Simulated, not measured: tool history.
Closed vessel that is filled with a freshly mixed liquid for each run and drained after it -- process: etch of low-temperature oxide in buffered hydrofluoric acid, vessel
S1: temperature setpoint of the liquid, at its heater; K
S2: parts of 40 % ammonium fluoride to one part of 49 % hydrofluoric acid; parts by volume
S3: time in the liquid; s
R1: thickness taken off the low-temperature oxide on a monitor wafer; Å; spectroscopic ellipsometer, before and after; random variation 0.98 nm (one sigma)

run 1 hour=0.0 | S1=298.15 S2=19.5 S3=30 | R1=627.07
run 2 hour=8.7 | S1=299.65 S2=19.5 S3=30 | R1=673.80
run 3 hour=12.2 | S1=297.15 S2=19.5 S3=30 | R1=585.57
run 4 hour=20.6 | S1=297.15 S2=19.5 S3=30 | R1=579.75
run 5 hour=28.5 | S1=297.15 S2=23.5 S3=30 | R1=505.47
run 6 hour=32.9 | S1=294.65 S2=23.5 S3=30 | R1=444.77

Expected results for the next run?
run 7 hour=36.7 | S1=296.15 S2=21.5 S3=30 | R1=?

R1: 512.31 Å

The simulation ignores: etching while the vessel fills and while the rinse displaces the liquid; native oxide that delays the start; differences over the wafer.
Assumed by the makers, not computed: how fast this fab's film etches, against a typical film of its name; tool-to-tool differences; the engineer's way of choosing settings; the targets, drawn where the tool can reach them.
